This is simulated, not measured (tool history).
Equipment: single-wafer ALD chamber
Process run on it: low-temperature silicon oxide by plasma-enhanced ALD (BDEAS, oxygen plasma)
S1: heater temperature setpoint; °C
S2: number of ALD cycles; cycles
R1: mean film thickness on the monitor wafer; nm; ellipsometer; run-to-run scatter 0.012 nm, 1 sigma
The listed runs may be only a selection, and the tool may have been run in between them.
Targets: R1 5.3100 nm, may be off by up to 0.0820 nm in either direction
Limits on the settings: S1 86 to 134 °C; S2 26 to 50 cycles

run 1 hour=0.0 | S1=110 S2=38 | R1=5.6985
run 2 hour=8.4 | S1=112 S2=37 | R1=5.5414
run 3 hour=13.2 | S1=112 S2=40 | R1=5.9842
run 4 hour=21.9 | S1=114 S2=39 | R1=5.8075
run 5 hour=25.0 | S1=116 S2=38 | R1=5.6347
run 6 hour=31.5 | S1=124 S2=38 | R1=5.5910
run 7 hour=33.0 | S1=124 S2=37 | R1=5.4228
run 8 hour=39.7 | S1=125 S2=37 | R1=5.4158
run 9 hour=42.9 | S1=126 S2=37 | R1=5.4113
run 10 hour=45.7 | S1=126 S2=37 | R1=5.4016

Which single option among these 5 for the next run brings every result within its allowed miss of target? Just one does.
run A hour=48.5 | S1=134 S2=37 | R1=?
run B hour=48.5 | S1=128 S2=38 | R1=?
run C hour=48.5 | S1=118 S2=37 | R1=?
run D hour=48.5 | S1=134 S2=38 | R1=?
run E hour=48.5 | S1=121 S2=38 | R1=?

move=A R1=5.3249
move=B R1=5.5241
move=C R1=5.4683
move=D R1=5.4689
move=E R1=5.5885
A: each result inside its tolerance
B: further off than the last run
C: further off than the last run
D: further off than the last run
E: further off than the last run
The right move is A.
